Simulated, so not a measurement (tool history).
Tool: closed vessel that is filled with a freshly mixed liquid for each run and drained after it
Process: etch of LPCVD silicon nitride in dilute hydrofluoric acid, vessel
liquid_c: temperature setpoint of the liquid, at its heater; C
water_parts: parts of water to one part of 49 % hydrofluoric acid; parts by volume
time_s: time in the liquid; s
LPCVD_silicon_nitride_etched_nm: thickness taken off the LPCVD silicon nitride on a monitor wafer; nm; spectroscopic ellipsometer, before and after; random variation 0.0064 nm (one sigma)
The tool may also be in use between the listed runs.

run,day,liquid_c,water_parts,time_s,LPCVD_silicon_nitride_etched_nm
1,0.000,22.0,270,840,1.71700
2,0.267,22.0,270,635,1.30690
3,0.421,22.0,270,840,1.74050
4,0.546,22.0,270,635,1.29930
5,0.846,20.5,285,635,1.11710
6,0.979,20.5,355,635,0.91313
7,1.342,20.0,355,635,0.89629
# day 1.567: hydrofluoric acid flow meter replaced
8,1.567,17.0,355,635,0.67207

The next listed run, before its measurement:
9,1.796,17.5,355,635,?

{"run 9": {"LPCVD_silicon_nitride_etched_nm": 0.68344}}
